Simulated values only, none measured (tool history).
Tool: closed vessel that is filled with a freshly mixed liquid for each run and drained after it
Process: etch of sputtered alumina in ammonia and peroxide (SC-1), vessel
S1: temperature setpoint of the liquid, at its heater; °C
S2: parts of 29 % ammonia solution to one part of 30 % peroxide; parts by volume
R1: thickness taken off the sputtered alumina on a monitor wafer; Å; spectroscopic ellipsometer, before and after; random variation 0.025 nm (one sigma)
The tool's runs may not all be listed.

run 1 hour=0 | S1=55 S2=0.7 time_in_the_liquid_(s)=100 | R1=102.37
run 2 hour=6.3 | S1=52 S2=0.7 time_in_the_liquid_(s)=100 | R1=87.255
run 3 hour=10.8 | S1=49.5 S2=0.7 time_in_the_liquid_(s)=100 | R1=75.973
run 4 hour=16.4 | S1=45.5 S2=0.7 time_in_the_liquid_(s)=100 | R1=60.816
run 5 hour=21.3 | S1=44.5 S2=0.7 time_in_the_liquid_(s)=100 | R1=57.898
run 6 hour=27.2 | S1=44.5 S2=0.5 time_in_the_liquid_(s)=100 | R1=55.123
run 7 hour=33.6 | S1=44 S2=0.5 time_in_the_liquid_(s)=100 | R1=53.995

The next listed run, before its measurement:
run 8 hour=39.6 | S1=43.5 S2=0.5 time_in_the_liquid_(s)=100 | R1=?

R1: 52.668 Å
